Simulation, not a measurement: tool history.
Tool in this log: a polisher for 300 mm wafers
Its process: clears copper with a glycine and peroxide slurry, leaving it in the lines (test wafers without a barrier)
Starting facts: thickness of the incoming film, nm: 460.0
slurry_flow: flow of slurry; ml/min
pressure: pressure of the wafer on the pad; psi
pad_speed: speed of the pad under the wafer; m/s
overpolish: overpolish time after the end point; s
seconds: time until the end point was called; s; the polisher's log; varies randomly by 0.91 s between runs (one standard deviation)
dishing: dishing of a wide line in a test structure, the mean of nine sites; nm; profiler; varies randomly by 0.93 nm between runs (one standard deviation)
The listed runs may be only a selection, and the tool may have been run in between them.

| run | hour | slurry_flow | pressure | pad_speed | overpolish | seconds | dishing |
|---|---|---|---|---|---|---|---|
| 1 | 0 | 255 | 2.2 | 1.14 | 13 | 86.395 | 43.578 |
| 2 | 1.8 | 195 | 2.2 | 1.14 | 13 | 90.858 | 45.054 |
| 3 | 9.4 | 195 | 1.9 | 1.14 | 13 | 101.96 | 39.387 |
| 4 | 17.5 | 195 | 1.4 | 1.14 | 13 | 126.44 | 30.894 |
| 5 | 18.6 | 200 | 1.7 | 1.16 | 12 | 107.7 | 33.798 |
| 6 | 25.8 | 200 | 1.7 | 1.36 | 12 | 93.629 | 36.341 |
| 7 | 28.5 | 205 | 1.8 | 1.38 | 11 | 88.913 | 37.956 |

The next listed run, before its measurement:
| 8 | 32.5 | 210 | 1.9 | 1.4 | 10 | ? | ? |

Logged for run 8: seconds 87.068 s, dishing 35.326 nm.
